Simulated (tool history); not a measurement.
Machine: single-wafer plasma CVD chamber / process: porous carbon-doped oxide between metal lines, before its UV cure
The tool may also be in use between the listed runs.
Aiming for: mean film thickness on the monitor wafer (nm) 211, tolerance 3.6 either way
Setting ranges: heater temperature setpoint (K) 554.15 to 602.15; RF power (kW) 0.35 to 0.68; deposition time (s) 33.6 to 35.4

run	hour	heater temperature setpoint (K)	RF power (kW)	deposition time (s)	mean film thickness on the monitor wafer (nm)
1	0	578.15	0.515	35.4	174.46
2	2.1	576.15	0.52	35.4	177.14
3	4.7	576.15	0.52	33.6	167.55
4	5.7	576.15	0.555	33.6	176.29
5	6.7	576.15	0.615	33.6	185.67
6	11.7	580.15	0.615	33.6	182.08
7	12.8	578.15	0.62	33.6	183.66
8	21.5	576.15	0.625	33.6	188.05
9	29.6	574.15	0.625	33.6	189.07
10	33.6	572.15	0.63	33.6	192.97
11	38.5	571.15	0.63	33.6	192.94
12	46.7	570.15	0.63	33.6	195.43
13	53.5	569.15	0.63	33.6	196.1

Of the 4 settings listed for the next run, only one would bring every result within its allowed miss of target. Which one?
A	60.3	562.15	0.525	34.7	?
B	60.3	569.15	0.615	35	?
C	60.3	566.15	0.645	35.4	?
D	60.3	569.15	0.655	33.6	?

move	mean film thickness on the monitor wafer (nm)
A	187.75
B	199.96
C	211.34
D	199.45
A: moves away from the targets compared with the last run
B: gains on the last run, yet a result remains outside its allowed miss
C: every result within its allowed miss
D: gains on the last run, yet a result remains outside its allowed miss
C meets every target.
